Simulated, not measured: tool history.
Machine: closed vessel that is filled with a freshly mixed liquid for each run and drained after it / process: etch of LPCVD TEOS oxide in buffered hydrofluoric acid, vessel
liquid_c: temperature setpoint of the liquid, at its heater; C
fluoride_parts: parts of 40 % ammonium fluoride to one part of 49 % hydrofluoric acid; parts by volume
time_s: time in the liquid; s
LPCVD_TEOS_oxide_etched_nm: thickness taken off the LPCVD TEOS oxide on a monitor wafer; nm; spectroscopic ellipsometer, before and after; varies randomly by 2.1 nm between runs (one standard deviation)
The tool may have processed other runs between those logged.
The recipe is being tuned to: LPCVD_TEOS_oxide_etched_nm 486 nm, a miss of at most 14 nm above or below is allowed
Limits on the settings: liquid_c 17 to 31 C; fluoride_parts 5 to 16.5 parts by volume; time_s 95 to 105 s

Run 1, hour 0: liquid_c 23 C, fluoride_parts 10 parts by volume, time_s 95 s. Result: LPCVD_TEOS_oxide_etched_nm 227.42 nm.
Run 2, hour 1.9: liquid_c 24.5 C, fluoride_parts 10 parts by volume, time_s 95 s. Result: LPCVD_TEOS_oxide_etched_nm 245.79 nm.
Run 3, hour 6.4: liquid_c 24.5 C, fluoride_parts 10 parts by volume, time_s 105 s. Result: LPCVD_TEOS_oxide_etched_nm 270.66 nm.
Run 4, hour 7.8: liquid_c 24.5 C, fluoride_parts 11.5 parts by volume, time_s 105 s. Result: LPCVD_TEOS_oxide_etched_nm 236.29 nm.
Run 5, hour 12.5: liquid_c 24.5 C, fluoride_parts 10.5 parts by volume, time_s 105 s. Result: LPCVD_TEOS_oxide_etched_nm 260.1 nm.
Run 6, hour 21: liquid_c 24.5 C, fluoride_parts 10.5 parts by volume, time_s 105 s. Result: LPCVD_TEOS_oxide_etched_nm 260.3 nm.
Run 7, hour 22: liquid_c 26 C, fluoride_parts 9.5 parts by volume, time_s 105 s. Result: LPCVD_TEOS_oxide_etched_nm 304.36 nm.
Run 8, hour 29: liquid_c 27 C, fluoride_parts 8.5 parts by volume, time_s 105 s. Result: LPCVD_TEOS_oxide_etched_nm 353.88 nm.
Run 9, hour 34.1: liquid_c 28 C, fluoride_parts 8 parts by volume, time_s 105 s. Result: LPCVD_TEOS_oxide_etched_nm 399.28 nm.
Run 10, hour 35.2: liquid_c 28.5 C, fluoride_parts 8 parts by volume, time_s 105 s. Result: LPCVD_TEOS_oxide_etched_nm 410.64 nm.
Run 11, hour 37.8: liquid_c 29 C, fluoride_parts 8 parts by volume, time_s 105 s. Result: LPCVD_TEOS_oxide_etched_nm 418.44 nm.
Run 12, hour 39.6: liquid_c 29.5 C, fluoride_parts 8 parts by volume, time_s 105 s. Result: LPCVD_TEOS_oxide_etched_nm 433.66 nm.
Run 13, hour 44.2: liquid_c 30 C, fluoride_parts 8 parts by volume, time_s 105 s. Result: LPCVD_TEOS_oxide_etched_nm 441.84 nm.

Which one of the following 4 next-run settings gets every result inside its allowed miss? There is exactly one.
Run A, hour 48.8: liquid_c 29 C, fluoride_parts 8 parts by volume, time_s 105 s. Result: LPCVD_TEOS_oxide_etched_nm ?.
Run B, hour 48.8: liquid_c 30.5 C, fluoride_parts 7.5 parts by volume, time_s 105 s. Result: LPCVD_TEOS_oxide_etched_nm ?.
Run C, hour 48.8: liquid_c 31 C, fluoride_parts 8 parts by volume, time_s 95 s. Result: LPCVD_TEOS_oxide_etched_nm ?.
Run D, hour 48.8: liquid_c 31 C, fluoride_parts 9.5 parts by volume, time_s 100 s. Result: LPCVD_TEOS_oxide_etched_nm ?.

move  LPCVD_TEOS_oxide_etched_nm
   A                      420.44
   B                       487.7
   C                      422.41
   D                      378.36
A: misses by more than the last run did
B: all results in spec
C: misses by more than the last run did
D: misses by more than the last run did
The right move is B.
